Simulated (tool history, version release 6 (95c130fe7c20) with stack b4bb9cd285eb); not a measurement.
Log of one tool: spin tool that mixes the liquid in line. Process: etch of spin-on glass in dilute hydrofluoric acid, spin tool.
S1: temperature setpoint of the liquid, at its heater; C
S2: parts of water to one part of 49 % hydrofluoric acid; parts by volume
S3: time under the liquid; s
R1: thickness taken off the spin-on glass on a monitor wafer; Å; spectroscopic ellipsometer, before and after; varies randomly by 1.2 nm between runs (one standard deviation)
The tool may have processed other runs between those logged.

run 1 hour=0 | S1=23 S2=110 S3=225 | R1=759.95
run 2 hour=3 | S1=24 S2=105 S3=225 | R1=838.7
run 3 hour=5.8 | S1=25 S2=100 S3=225 | R1=918.89
run 4 hour=9.8 | S1=28 S2=100 S3=225 | R1=1049.4
run 5 hour=18.2 | S1=28 S2=125 S3=225 | R1=806.35
run 6 hour=24.1 | S1=28.5 S2=120 S3=225 | R1=851.1
run 7 hour=31.2 | S1=29 S2=115 S3=225 | R1=915.46
-- hour=32.5 hydrofluoric acid flow meter replaced
run 8 hour=32.5 | S1=29.5 S2=110 S3=225 | R1=1126.9

For run 9, what comes out?
run 9 hour=34.5 | S1=31 S2=100 S3=225 | R1=?

R1: 1317 Å
